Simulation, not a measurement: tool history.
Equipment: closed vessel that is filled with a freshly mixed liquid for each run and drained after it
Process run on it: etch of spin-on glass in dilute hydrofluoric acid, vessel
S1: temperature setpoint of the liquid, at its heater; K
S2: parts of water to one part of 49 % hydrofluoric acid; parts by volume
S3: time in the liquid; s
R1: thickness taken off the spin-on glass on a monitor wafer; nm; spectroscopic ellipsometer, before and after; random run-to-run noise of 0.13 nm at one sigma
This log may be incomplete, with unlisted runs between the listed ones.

{"run": 1, "hour": 0.0, "S1": 294.15, "S2": 245, "S3": 110, "R1": 10.294}
{"run": 2, "hour": 8.5, "S1": 294.15, "S2": 325, "S3": 110, "R1": 7.2082}
{"run": 3, "hour": 13.5, "S1": 297.65, "S2": 325, "S3": 110, "R1": 8.2185}
{"run": 4, "hour": 16.4, "S1": 298.65, "S2": 325, "S3": 110, "R1": 8.6403}
{"run": 5, "hour": 23.0, "S1": 299.15, "S2": 315, "S3": 110, "R1": 9.0412}
{"run": 6, "hour": 30.4, "S1": 299.15, "S2": 315, "S3": 120, "R1": 9.8045}

Run 7 has not been measured yet. What should we expect?
{"run": 7, "hour": 37.2, "S1": 302.15, "S2": 240, "S3": 120, "R1": "?"}

R1: 15.3800 nm
